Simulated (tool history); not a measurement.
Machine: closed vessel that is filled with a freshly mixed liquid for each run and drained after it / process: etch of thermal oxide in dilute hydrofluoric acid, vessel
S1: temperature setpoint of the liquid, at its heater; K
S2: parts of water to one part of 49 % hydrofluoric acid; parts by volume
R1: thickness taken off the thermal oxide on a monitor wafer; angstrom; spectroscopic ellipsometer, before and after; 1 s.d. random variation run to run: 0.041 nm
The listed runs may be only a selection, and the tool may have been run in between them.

{"run": 1, "hour": 0.0, "S1": 296.15, "S2": 250, "time in the liquid (s)": 820, "R1": 125.96}
{"run": 2, "hour": 3.2, "S1": 296.15, "S2": 250, "time in the liquid (s)": 820, "R1": 127.08}
{"run": 3, "hour": 8.3, "S1": 297.65, "S2": 250, "time in the liquid (s)": 820, "R1": 133.94}
{"run": 4, "hour": 10.9, "S1": 301.15, "S2": 250, "time in the liquid (s)": 820, "R1": 149.67}
{"run": 5, "hour": 18.9, "S1": 304.15, "S2": 250, "time in the liquid (s)": 820, "R1": 166.97}
{"run": 6, "hour": 22.1, "S1": 304.15, "S2": 250, "time in the liquid (s)": 820, "R1": 166.06}
{"run": 7, "hour": 29.5, "S1": 301.15, "S2": 250, "time in the liquid (s)": 820, "R1": 149.98}
{"run": 8, "hour": 34.8, "S1": 299.15, "S2": 250, "time in the liquid (s)": 820, "R1": 140.49}
{"run": 9, "hour": 39.0, "S1": 297.15, "S2": 250, "time in the liquid (s)": 820, "R1": 130.46}
{"run": 10, "hour": 46.6, "S1": 295.65, "S2": 250, "time in the liquid (s)": 820, "R1": 124.01}
{"run": 11, "hour": 51.8, "S1": 294.65, "S2": 250, "time in the liquid (s)": 820, "R1": 120.43}
{"run": 12, "hour": 52.6, "S1": 293.65, "S2": 250, "time in the liquid (s)": 820, "R1": 115.33}

What does the tool deliver on the next run?
{"run": 13, "hour": 53.9, "S1": 293.65, "S2": 250, "time in the liquid (s)": 820, "R1": "?"}

For run 13 the tool returned R1 115.27 angstrom.
